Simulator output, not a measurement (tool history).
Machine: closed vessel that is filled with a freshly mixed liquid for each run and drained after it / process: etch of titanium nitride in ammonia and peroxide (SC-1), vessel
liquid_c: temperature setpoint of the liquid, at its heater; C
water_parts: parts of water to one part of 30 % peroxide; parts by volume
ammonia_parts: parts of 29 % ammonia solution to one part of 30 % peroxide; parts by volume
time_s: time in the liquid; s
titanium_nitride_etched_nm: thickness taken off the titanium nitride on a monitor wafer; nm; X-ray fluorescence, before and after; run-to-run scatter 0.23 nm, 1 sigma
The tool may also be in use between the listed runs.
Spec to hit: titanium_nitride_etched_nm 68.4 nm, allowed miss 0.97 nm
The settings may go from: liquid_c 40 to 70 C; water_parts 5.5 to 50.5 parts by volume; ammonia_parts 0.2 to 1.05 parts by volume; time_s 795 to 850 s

run  hour  liquid_c  water_parts  ammonia_parts  time_s  titanium_nitride_etched_nm
  1     0        56           28           0.55     795                      27.594
  2   1.3      58.5           28           0.55     795                      32.487
  3  10.1      58.5           28            0.4     795                      30.588
  4  11.9      60.5         27.5            0.4     795                      35.368
  5  12.6      60.5         27.5           0.25     795                      32.235
  6  16.8      60.5         27.5            0.4     795                      35.189
  7  24.8      62.5         27.5            0.4     795                      40.221
  8  26.1        64         27.5            0.4     795                      44.082
  9  30.3        65           27            0.4     795                      47.676
 10  33.9        66         26.5            0.4     795                      51.346
 11  39.8      66.5         26.5            0.4     795                      53.074
 12  44.4        70         25.5            0.4     795                      67.152

Below are 5 possible settings for the next run. Only one of them brings all results inside the allowed miss of their targets. Which is it?
  A    49      68.5         24.5           0.55     815                           ?
  B    49      66.5           20           0.45     830                           ?
  C    49      65.5         17.5            0.5     795                           ?
  D    49      68.5           23            0.4     805                           ?
  E    49        62         10.5           0.25     850                           ?

move  titanium_nitride_etched_nm
   A                      67.955
   B                      65.899
   C                       65.08
   D                      65.501
   E                      64.578
A: each result inside its tolerance
B: the biggest miss grows against the last run
C: the biggest miss grows against the last run
D: the biggest miss grows against the last run
E: the biggest miss grows against the last run
A meets every target.

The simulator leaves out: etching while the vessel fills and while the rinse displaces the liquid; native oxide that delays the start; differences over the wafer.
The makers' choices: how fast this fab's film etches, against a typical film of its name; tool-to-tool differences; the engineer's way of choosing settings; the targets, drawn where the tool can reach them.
